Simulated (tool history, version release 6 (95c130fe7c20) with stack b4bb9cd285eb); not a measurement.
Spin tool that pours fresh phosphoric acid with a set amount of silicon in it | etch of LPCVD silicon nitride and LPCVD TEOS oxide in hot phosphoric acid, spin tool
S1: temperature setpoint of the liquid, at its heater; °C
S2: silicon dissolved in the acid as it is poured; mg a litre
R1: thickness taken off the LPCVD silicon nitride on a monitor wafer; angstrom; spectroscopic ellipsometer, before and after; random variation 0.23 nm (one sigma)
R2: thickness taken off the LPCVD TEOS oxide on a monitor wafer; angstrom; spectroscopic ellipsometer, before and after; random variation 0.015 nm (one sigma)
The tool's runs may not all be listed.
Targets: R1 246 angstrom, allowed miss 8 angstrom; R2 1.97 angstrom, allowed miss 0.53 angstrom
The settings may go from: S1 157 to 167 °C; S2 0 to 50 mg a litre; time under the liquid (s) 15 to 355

run 1 hour=0 | S1=162 S2=28.5 time_under_the_liquid_(s)=180 | R1=173.15 R2=3.7348
run 2 hour=4.1 | S1=162 S2=31.5 time_under_the_liquid_(s)=190 | R1=180.35 R2=3.5596
run 3 hour=5 | S1=162 S2=31.5 time_under_the_liquid_(s)=230 | R1=219.29 R2=3.7373
run 4 hour=11.7 | S1=162 S2=34.5 time_under_the_liquid_(s)=235 | R1=225.15 R2=3.1198
run 5 hour=14 | S1=162 S2=36 time_under_the_liquid_(s)=235 | R1=227.54 R2=3.745
run 6 hour=18.7 | S1=161.5 S2=38 time_under_the_liquid_(s)=240 | R1=223.6 R2=3.1377
run 7 hour=23.3 | S1=161.5 S2=38 time_under_the_liquid_(s)=240 | R1=226.24 R2=3.078
run 8 hour=26.2 | S1=161.5 S2=40 time_under_the_liquid_(s)=245 | R1=227.73 R2=2.84
run 9 hour=33.2 | S1=161.5 S2=41.5 time_under_the_liquid_(s)=250 | R1=235.22 R2=2.4721
run 10 hour=34.4 | S1=161.5 S2=42.5 time_under_the_liquid_(s)=250 | R1=235.7 R2=2.55
run 11 hour=38 | S1=161.5 S2=43.5 time_under_the_liquid_(s)=250 | R1=233.56 R2=2.16
run 12 hour=46.3 | S1=161.5 S2=44 time_under_the_liquid_(s)=250 | R1=232.42 R2=2.4644
run 13 hour=50.6 | S1=161.5 S2=45 time_under_the_liquid_(s)=250 | R1=235.15 R2=1.8153

5 next moves are on the table. One of them brings every result within its allowed miss. Which?
run A hour=54.9 | S1=161 S2=49.5 time_under_the_liquid_(s)=240 | R1=? R2=?
run B hour=54.9 | S1=163 S2=47 time_under_the_liquid_(s)=230 | R1=? R2=?
run C hour=54.9 | S1=162.5 S2=38 time_under_the_liquid_(s)=230 | R1=? R2=?
run D hour=54.9 | S1=160 S2=44.5 time_under_the_liquid_(s)=275 | R1=? R2=?
run E hour=54.9 | S1=162.5 S2=50 time_under_the_liquid_(s)=225 | R1=? R2=?

move=A R1=223.77 R2=2.0451
move=B R1=229.2 R2=2.2699
move=C R1=225.43 R2=3.56
move=D R1=247.95 R2=2.1868
move=E R1=220.53 R2=2.1408
A: further off than the last run
B: further off than the last run
C: further off than the last run
D: meets every target
E: further off than the last run
Move D is the one to make.
